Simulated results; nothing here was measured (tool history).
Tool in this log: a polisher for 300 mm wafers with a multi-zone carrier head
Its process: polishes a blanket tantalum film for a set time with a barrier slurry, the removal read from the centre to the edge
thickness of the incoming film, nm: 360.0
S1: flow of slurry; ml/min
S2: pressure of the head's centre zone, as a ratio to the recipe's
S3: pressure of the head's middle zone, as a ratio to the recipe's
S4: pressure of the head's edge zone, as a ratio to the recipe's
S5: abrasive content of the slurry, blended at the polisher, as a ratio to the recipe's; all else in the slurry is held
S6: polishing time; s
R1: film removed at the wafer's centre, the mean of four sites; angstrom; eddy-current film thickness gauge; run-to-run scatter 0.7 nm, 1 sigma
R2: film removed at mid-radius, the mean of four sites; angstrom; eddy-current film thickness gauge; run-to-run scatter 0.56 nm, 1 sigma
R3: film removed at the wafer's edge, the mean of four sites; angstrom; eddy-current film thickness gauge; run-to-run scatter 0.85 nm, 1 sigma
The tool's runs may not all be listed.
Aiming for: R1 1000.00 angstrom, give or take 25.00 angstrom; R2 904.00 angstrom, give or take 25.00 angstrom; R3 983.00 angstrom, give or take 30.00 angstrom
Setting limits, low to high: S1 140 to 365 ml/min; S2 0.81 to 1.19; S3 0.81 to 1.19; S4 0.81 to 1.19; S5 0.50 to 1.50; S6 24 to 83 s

| run | hour | S1 | S2 | S3 | S4 | S5 | S6 | R1 | R2 | R3 |
|---|---|---|---|---|---|---|---|---|---|---|
| 1 | 0.0 | 235 | 1.00 | 1.00 | 1.00 | 1.00 | 53 | 855.85 | 861.00 | 864.67 |
| 2 | 1.9 | 250 | 1.02 | 1.00 | 1.04 | 1.00 | 53 | 888.55 | 866.83 | 878.01 |
| 3 | 6.4 | 250 | 1.02 | 1.00 | 1.04 | 1.00 | 45 | 745.79 | 742.51 | 748.32 |
| 4 | 14.8 | 250 | 1.02 | 0.95 | 1.04 | 1.00 | 45 | 760.89 | 708.49 | 744.66 |
| 5 | 22.8 | 240 | 1.03 | 0.96 | 1.07 | 1.15 | 46 | 797.29 | 748.14 | 790.34 |
| 6 | 24.5 | 245 | 1.04 | 0.96 | 1.10 | 1.25 | 47 | 835.37 | 776.00 | 836.77 |
| 7 | 30.9 | 245 | 1.04 | 0.96 | 1.10 | 1.25 | 47 | 843.35 | 770.49 | 826.58 |
| 8 | 33.6 | 290 | 1.08 | 1.00 | 1.19 | 1.50 | 50 | 964.25 | 901.33 | 970.28 |

Which of these 4 next moves meets every target?
| A | 36.3 | 200 | 1.01 | 0.99 | 1.19 | 1.50 | 54 | ? | ? | ? |
| B | 36.3 | 270 | 1.08 | 1.00 | 1.19 | 1.50 | 49 | ? | ? | ? |
| C | 36.3 | 290 | 1.08 | 0.98 | 1.19 | 1.50 | 51 | ? | ? | ? |
| D | 36.3 | 275 | 1.03 | 1.01 | 1.19 | 1.50 | 50 | ? | ? | ? |

| move | R1 | R2 | R3 |
|---|---|---|---|
| A | 939.97 | 927.02 | 1001.90 |
| B | 946.33 | 880.39 | 934.82 |
| C | 992.95 | 907.54 | 978.72 |
| D | 926.19 | 907.93 | 955.18 |
A: the biggest miss grows against the last run
B: the biggest miss grows against the last run
C: meets every target
D: the biggest miss grows against the last run
Go with C: it meets all targets.
